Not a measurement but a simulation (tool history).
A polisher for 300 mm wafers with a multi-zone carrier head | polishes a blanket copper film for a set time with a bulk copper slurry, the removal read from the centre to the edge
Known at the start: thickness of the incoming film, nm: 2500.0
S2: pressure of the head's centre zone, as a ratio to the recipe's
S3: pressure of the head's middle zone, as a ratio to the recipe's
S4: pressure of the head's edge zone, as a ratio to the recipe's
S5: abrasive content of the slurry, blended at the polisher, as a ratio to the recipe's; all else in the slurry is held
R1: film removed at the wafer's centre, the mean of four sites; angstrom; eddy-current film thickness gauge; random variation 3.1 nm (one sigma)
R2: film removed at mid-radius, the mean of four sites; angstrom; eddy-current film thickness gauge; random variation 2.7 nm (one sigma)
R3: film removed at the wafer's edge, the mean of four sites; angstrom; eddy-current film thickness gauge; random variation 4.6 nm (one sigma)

{"run": 1, "day": 0.0, "flow of slurry (ml/min)": 235, "S2": 1, "S3": 1, "S4": 1, "S5": 1, "polishing time (s)": 52, "R1": 5492, "R2": 5449.6, "R3": 5498.3}
{"run": 2, "day": 0.312, "flow of slurry (ml/min)": 230, "S2": 0.99, "S3": 0.98, "S4": 0.98, "S5": 0.95, "polishing time (s)": 50, "R1": 5046.8, "R2": 5129.6, "R3": 5203.7}
{"run": 3, "day": 0.679, "flow of slurry (ml/min)": 230, "S2": 1.03, "S3": 0.98, "S4": 0.98, "S5": 0.95, "polishing time (s)": 50, "R1": 5339.5, "R2": 5175.6, "R3": 5278.9}
{"run": 4, "day": 0.779, "flow of slurry (ml/min)": 230, "S2": 1.03, "S3": 0.98, "S4": 0.98, "S5": 1.05, "polishing time (s)": 50, "R1": 5482.4, "R2": 5198.9, "R3": 5358.2}
{"run": 5, "day": 1.054, "flow of slurry (ml/min)": 230, "S2": 1.03, "S3": 1.02, "S4": 0.98, "S5": 1.05, "polishing time (s)": 50, "R1": 5398.6, "R2": 5381.7, "R3": 5338}
{"run": 6, "day": 1.121, "flow of slurry (ml/min)": 250, "S2": 1.03, "S3": 1.02, "S4": 0.98, "S5": 1.05, "polishing time (s)": 50, "R1": 5395.2, "R2": 5381.9, "R3": 5416.3}

Run 7 comes next. What will it give?
{"run": 7, "day": 1.262, "flow of slurry (ml/min)": 250, "S2": 1.03, "S3": 1.02, "S4": 0.98, "S5": 1.05, "polishing time (s)": 50, "R1": "?", "R2": "?", "R3": "?"}

Run 7 gave R1 5509.7 angstrom, R2 5381.3 angstrom, R3 5375.3 angstrom.
